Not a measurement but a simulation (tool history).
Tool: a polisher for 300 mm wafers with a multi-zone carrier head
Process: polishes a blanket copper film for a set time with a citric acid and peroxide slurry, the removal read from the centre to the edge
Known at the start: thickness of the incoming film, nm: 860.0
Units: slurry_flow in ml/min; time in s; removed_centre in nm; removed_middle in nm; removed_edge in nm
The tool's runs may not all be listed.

run,day,slurry_flow,centre_zone,middle_zone,edge_zone,slurry_solids,time,removed_centre,removed_middle,removed_edge
1,0,290,1,1,1,1,35,82.994,81.654,83.003
2,0.112,290,1.01,1,1.02,1.05,36,87.349,86.284,85.178
3,0.188,290,1.01,1,1.02,1.15,36,89.387,87.254,88.276
4,0.4,290,1.01,0.99,1.03,1.2,37,92.612,90.933,91.859
5,0.442,255,1.01,0.99,1.03,1.2,37,89.975,88.726,90.578
6,0.771,205,1.01,0.99,1.03,1.2,37,88.384,87.911,87.389
7,1.012,285,1.11,1.05,1.13,1.45,38,108.25,98.46,103.38
8,1.05,290,1.11,1.05,1.14,1.45,38,110.4,96.798,104.45
9,1.221,295,1.11,1.06,1.15,1.45,38,108.04,101.29,101.91
10,1.438,295,1.11,1.05,1.15,1.45,38,108.27,99.117,104.61

Forecast run 11:
11,1.625,300,1.11,1.05,1.16,1.45,38,?,?,?

{"run 11": {"removed_centre": 109.31, "removed_middle": 101.46, "removed_edge": 102.66}}

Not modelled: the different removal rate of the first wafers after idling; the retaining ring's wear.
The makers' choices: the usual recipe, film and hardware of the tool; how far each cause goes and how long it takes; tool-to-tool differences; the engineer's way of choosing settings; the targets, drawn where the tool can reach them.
